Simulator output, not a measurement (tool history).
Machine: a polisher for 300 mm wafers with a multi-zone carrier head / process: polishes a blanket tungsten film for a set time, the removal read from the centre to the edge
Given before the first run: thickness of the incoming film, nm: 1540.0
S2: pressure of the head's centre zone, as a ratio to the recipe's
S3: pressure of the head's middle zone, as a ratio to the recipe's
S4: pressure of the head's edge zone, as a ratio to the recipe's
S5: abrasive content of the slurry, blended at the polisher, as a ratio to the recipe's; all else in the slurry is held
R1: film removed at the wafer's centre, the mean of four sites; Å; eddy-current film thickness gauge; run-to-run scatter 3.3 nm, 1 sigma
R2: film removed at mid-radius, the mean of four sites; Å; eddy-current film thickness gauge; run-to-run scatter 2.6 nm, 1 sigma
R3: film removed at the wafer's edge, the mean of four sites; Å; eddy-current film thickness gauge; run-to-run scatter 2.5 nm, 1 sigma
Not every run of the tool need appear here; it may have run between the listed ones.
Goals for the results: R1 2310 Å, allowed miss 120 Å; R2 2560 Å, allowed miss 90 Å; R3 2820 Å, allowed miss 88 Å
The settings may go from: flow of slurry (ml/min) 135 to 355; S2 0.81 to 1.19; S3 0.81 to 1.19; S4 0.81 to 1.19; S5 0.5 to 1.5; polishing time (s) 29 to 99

{"run": 1, "hour": 0.0, "flow of slurry (ml/min)": 225, "S2": 1, "S3": 1, "S4": 1, "S5": 1, "polishing time (s)": 64, "R1": 3998.5, "R2": 4035.2, "R3": 4197.5}
{"run": 2, "hour": 3.7, "flow of slurry (ml/min)": 225, "S2": 1, "S3": 1, "S4": 1, "S5": 1.1, "polishing time (s)": 64, "R1": 4080.9, "R2": 4168.6, "R3": 4131.7}
{"run": 3, "hour": 11.4, "flow of slurry (ml/min)": 220, "S2": 0.97, "S3": 0.99, "S4": 0.98, "S5": 1, "polishing time (s)": 58, "R1": 3591.5, "R2": 3632.9, "R3": 3703.1}
{"run": 4, "hour": 16.0, "flow of slurry (ml/min)": 220, "S2": 0.91, "S3": 0.99, "S4": 0.98, "S5": 1, "polishing time (s)": 58, "R1": 3432.2, "R2": 3599.6, "R3": 3758.6}
{"run": 5, "hour": 20.5, "flow of slurry (ml/min)": 210, "S2": 0.88, "S3": 1, "S4": 0.97, "S5": 0.9, "polishing time (s)": 54, "R1": 3023, "R2": 3340.7, "R3": 3346.6}
{"run": 6, "hour": 26.1, "flow of slurry (ml/min)": 200, "S2": 0.86, "S3": 0.98, "S4": 0.98, "S5": 0.8, "polishing time (s)": 52, "R1": 2715.7, "R2": 3062.3, "R3": 3221.9}
{"run": 7, "hour": 27.1, "flow of slurry (ml/min)": 195, "S2": 0.85, "S3": 0.96, "S4": 0.96, "S5": 0.7, "polishing time (s)": 52, "R1": 2676.3, "R2": 2987.1, "R3": 3137.3}
{"run": 8, "hour": 36.0, "flow of slurry (ml/min)": 190, "S2": 0.84, "S3": 0.94, "S4": 0.95, "S5": 0.65, "polishing time (s)": 51, "R1": 2547.7, "R2": 2887, "R3": 3014.4}
{"run": 9, "hour": 42.1, "flow of slurry (ml/min)": 185, "S2": 0.83, "S3": 0.92, "S4": 0.95, "S5": 0.6, "polishing time (s)": 51, "R1": 2493.7, "R2": 2832.8, "R3": 2931.1}
{"run": 10, "hour": 50.5, "flow of slurry (ml/min)": 180, "S2": 0.83, "S3": 0.9, "S4": 0.97, "S5": 0.55, "polishing time (s)": 51, "R1": 2482.2, "R2": 2747.6, "R3": 2962.7}

Of the 4 settings listed for the next run, only one would bring every result within its allowed miss of target. Which one?
{"run": "A", "hour": 58.9, "flow of slurry (ml/min)": 135, "S2": 0.81, "S3": 0.81, "S4": 1.12, "S5": 0.65, "polishing time (s)": 52, "R1": "?", "R2": "?", "R3": "?"}
{"run": "B", "hour": 58.9, "flow of slurry (ml/min)": 150, "S2": 0.82, "S3": 0.89, "S4": 0.97, "S5": 0.65, "polishing time (s)": 49, "R1": "?", "R2": "?", "R3": "?"}
{"run": "C", "hour": 58.9, "flow of slurry (ml/min)": 175, "S2": 0.81, "S3": 1.04, "S4": 0.85, "S5": 0.55, "polishing time (s)": 51, "R1": "?", "R2": "?", "R3": "?"}
{"run": "D", "hour": 58.9, "flow of slurry (ml/min)": 200, "S2": 0.89, "S3": 0.95, "S4": 0.93, "S5": 0.6, "polishing time (s)": 51, "R1": "?", "R2": "?", "R3": "?"}

move=A R1=2393.5 R2=2518 R3=3155
move=B R1=2333.1 R2=2564.7 R3=2837.3
move=C R1=2438.8 R2=2971.6 R3=2804.4
move=D R1=2706.4 R2=2890 R3=2979
A: brings the result that was furthest off to its target, and leaves another outside
B: in spec on every target
C: the biggest miss grows against the last run
D: the biggest miss grows against the last run
B meets every target.
